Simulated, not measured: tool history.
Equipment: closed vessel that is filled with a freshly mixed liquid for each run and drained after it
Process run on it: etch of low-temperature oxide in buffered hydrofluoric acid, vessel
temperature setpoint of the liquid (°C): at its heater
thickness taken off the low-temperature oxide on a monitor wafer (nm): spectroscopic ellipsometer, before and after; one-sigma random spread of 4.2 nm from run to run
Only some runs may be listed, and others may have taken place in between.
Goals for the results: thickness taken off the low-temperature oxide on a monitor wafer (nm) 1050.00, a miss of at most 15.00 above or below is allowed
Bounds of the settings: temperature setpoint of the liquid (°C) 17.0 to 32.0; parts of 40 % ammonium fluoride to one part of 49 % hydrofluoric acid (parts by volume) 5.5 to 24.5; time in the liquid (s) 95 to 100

run  hour  temperature setpoint of the liquid (°C)  parts of 40 % ammonium fluoride to one part of 49 % hydrofluoric acid (parts by volume)  time in the liquid (s)  thickness taken off the low-temperature oxide on a monitor wafer (nm)
  1   0.0                                     24.0                                                                                     15.0                      95                                                                 470.52
  2   2.2                                     25.5                                                                                     14.0                      95                                                                 541.27
  3   8.7                                     27.0                                                                                     13.0                      95                                                                 629.84
  4   9.8                                     27.0                                                                                     13.0                     100                                                                 662.39
  5  18.6                                     28.0                                                                                     12.5                     100                                                                 727.13
  6  25.3                                     28.0                                                                                      9.0                     100                                                                 963.32
  7  31.4                                     28.5                                                                                      9.0                     100                                                                 994.04
     37.0  -- thermometer replaced
  8  37.0                                     29.0                                                                                      9.0                     100                                                                 948.48
  9  41.1                                     32.0                                                                                      9.0                     100                                                                1100.00

Which of these 4 next moves meets every target?
  A  45.2                                     29.5                                                                                      8.0                     100                                                                      ?
  B  45.2                                     30.0                                                                                      8.5                      95                                                                      ?
  C  45.2                                     28.5                                                                                      8.0                     100                                                                      ?
  D  45.2                                     31.5                                                                                     10.0                     100                                                                      ?

move  thickness taken off the low-temperature oxide on a monitor wafer (nm)
   A                                                                1102.50
   B                                                                1006.90
   C                                                                1045.80
   D                                                                1008.40
A: just as far off the targets as the last run
B: takes the biggest miss from the last run beyond its target
C: meets every target
D: takes the biggest miss from the last run beyond its target
So the answer is move C, the one that meets all the targets.
